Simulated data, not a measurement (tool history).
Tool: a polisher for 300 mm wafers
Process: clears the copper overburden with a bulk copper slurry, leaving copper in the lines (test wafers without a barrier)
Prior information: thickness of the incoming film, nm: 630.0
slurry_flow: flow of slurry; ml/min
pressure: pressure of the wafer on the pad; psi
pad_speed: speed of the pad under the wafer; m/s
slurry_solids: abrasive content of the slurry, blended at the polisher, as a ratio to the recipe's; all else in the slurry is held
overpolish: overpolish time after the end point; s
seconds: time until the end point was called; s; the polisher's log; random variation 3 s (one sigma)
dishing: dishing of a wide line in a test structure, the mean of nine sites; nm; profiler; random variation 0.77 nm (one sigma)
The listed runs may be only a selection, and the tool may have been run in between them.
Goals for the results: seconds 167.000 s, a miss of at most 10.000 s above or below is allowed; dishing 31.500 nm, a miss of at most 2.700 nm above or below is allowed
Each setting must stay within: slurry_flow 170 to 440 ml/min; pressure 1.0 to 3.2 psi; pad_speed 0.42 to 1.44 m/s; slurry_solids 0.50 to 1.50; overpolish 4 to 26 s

Run 1, hour 0.0: slurry_flow 280 ml/min, pressure 2.1 psi, pad_speed 0.92 m/s, slurry_solids 1.00, overpolish 13 s. Result: seconds 87.989 s, dishing 45.489 nm.
Run 2, hour 2.5: slurry_flow 280 ml/min, pressure 2.1 psi, pad_speed 0.92 m/s, slurry_solids 1.00, overpolish 10 s. Result: seconds 89.476 s, dishing 37.913 nm.
Run 3, hour 8.2: slurry_flow 280 ml/min, pressure 1.9 psi, pad_speed 0.90 m/s, slurry_solids 1.00, overpolish 11 s. Result: seconds 102.750 s, dishing 39.525 nm.
Run 4, hour 11.8: slurry_flow 280 ml/min, pressure 1.8 psi, pad_speed 0.90 m/s, slurry_solids 1.00, overpolish 11 s. Result: seconds 107.550 s, dishing 36.743 nm.
Run 5, hour 15.0: slurry_flow 280 ml/min, pressure 1.7 psi, pad_speed 0.90 m/s, slurry_solids 1.00, overpolish 11 s. Result: seconds 111.130 s, dishing 36.584 nm.
Run 6, hour 17.8: slurry_flow 280 ml/min, pressure 1.6 psi, pad_speed 0.88 m/s, slurry_solids 1.00, overpolish 11 s. Result: seconds 124.960 s, dishing 31.847 nm.
Run 7, hour 24.8: slurry_flow 280 ml/min, pressure 1.5 psi, pad_speed 0.88 m/s, slurry_solids 1.00, overpolish 12 s. Result: seconds 130.320 s, dishing 34.016 nm.
Run 8, hour 28.8: slurry_flow 280 ml/min, pressure 1.0 psi, pad_speed 0.84 m/s, slurry_solids 1.00, overpolish 12 s. Result: seconds 197.020 s, dishing 25.149 nm.
Run 9, hour 31.2: slurry_flow 280 ml/min, pressure 1.1 psi, pad_speed 0.84 m/s, slurry_solids 1.00, overpolish 13 s. Result: seconds 183.780 s, dishing 27.843 nm.

Pick the move, out of 4, that brings all results within their allowed miss; only one does.
Run A, hour 33.6: slurry_flow 290 ml/min, pressure 1.3 psi, pad_speed 0.86 m/s, slurry_solids 1.05, overpolish 16 s. Result: seconds ?, dishing ?.
Run B, hour 33.6: slurry_flow 260 ml/min, pressure 1.5 psi, pad_speed 0.80 m/s, slurry_solids 0.85, overpolish 10 s. Result: seconds ?, dishing ?.
Run C, hour 33.6: slurry_flow 255 ml/min, pressure 1.3 psi, pad_speed 0.94 m/s, slurry_solids 0.85, overpolish 12 s. Result: seconds ?, dishing ?.
Run D, hour 33.6: slurry_flow 290 ml/min, pressure 1.6 psi, pad_speed 0.64 m/s, slurry_solids 0.90, overpolish 14 s. Result: seconds ?, dishing ?.

move  seconds  dishing
   A  153.350   35.713
   B  151.300   26.987
   C  148.730   30.554
   D  172.280   31.260
A: takes the result that was furthest off past its target
B: takes the result that was furthest off past its target
C: takes the result that was furthest off past its target
D: all results land within tolerance of their targets
D meets every target.
